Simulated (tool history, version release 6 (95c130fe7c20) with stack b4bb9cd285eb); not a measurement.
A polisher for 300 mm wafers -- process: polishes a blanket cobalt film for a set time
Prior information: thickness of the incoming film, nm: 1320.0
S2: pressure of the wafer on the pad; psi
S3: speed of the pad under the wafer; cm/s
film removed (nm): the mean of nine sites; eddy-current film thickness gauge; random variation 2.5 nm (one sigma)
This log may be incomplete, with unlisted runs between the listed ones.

{"run": 1, "hour": 0.0, "flow of slurry (ml/min)": 320, "S2": 1.4, "S3": 126, "polishing time (s)": 106, "film removed (nm)": 517.81}
{"run": 2, "hour": 6.7, "flow of slurry (ml/min)": 320, "S2": 1.2, "S3": 126, "polishing time (s)": 106, "film removed (nm)": 456.42}
{"run": 3, "hour": 15.7, "flow of slurry (ml/min)": 320, "S2": 1.5, "S3": 126, "polishing time (s)": 106, "film removed (nm)": 542.48}
{"run": 4, "hour": 23.7, "flow of slurry (ml/min)": 320, "S2": 1.2, "S3": 126, "polishing time (s)": 106, "film removed (nm)": 451.12}
{"run": 5, "hour": 31.5, "flow of slurry (ml/min)": 320, "S2": 1.5, "S3": 126, "polishing time (s)": 106, "film removed (nm)": 547.03}
{"run": 6, "hour": 38.0, "flow of slurry (ml/min)": 255, "S2": 1.5, "S3": 126, "polishing time (s)": 106, "film removed (nm)": 531.64}
{"run": 7, "hour": 40.5, "flow of slurry (ml/min)": 250, "S2": 1.3, "S3": 126, "polishing time (s)": 106, "film removed (nm)": 477.42}
{"run": 8, "hour": 42.0, "flow of slurry (ml/min)": 250, "S2": 1.1, "S3": 124, "polishing time (s)": 106, "film removed (nm)": 402.45}

The next listed run, before its measurement:
{"run": 9, "hour": 45.4, "flow of slurry (ml/min)": 245, "S2": 1.0, "S3": 124, "polishing time (s)": 106, "film removed (nm)": "?"}

film removed (nm): 370.93

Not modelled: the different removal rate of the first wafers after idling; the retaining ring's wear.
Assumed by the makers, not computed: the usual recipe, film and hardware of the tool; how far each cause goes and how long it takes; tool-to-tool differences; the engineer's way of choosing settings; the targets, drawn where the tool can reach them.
